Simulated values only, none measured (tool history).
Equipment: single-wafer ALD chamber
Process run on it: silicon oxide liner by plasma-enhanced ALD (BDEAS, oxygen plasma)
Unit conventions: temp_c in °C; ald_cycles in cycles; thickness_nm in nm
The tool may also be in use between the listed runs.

| run | day | temp_c | ald_cycles | thickness_nm |
|---|---|---|---|---|
| 1 | 0 | 310 | 27 | 2.6223 |
| 2 | 0.154 | 299 | 27 | 2.6804 |
| 3 | 0.321 | 309 | 27 | 2.6437 |
| 4 | 0.542 | 313 | 27 | 2.6368 |
| 5 | 0.733 | 313 | 24 | 2.3388 |
| 6 | 0.862 | 313 | 22 | 2.1513 |
| 7 | 0.95 | 310 | 26 | 2.5218 |
| 8 | 1.117 | 310 | 27 | 2.6673 |

Estimate the outcome of run 9 from the log above:
| 9 | 1.212 | 310 | 29 | ? |

thickness_nm: 2.8439 nm
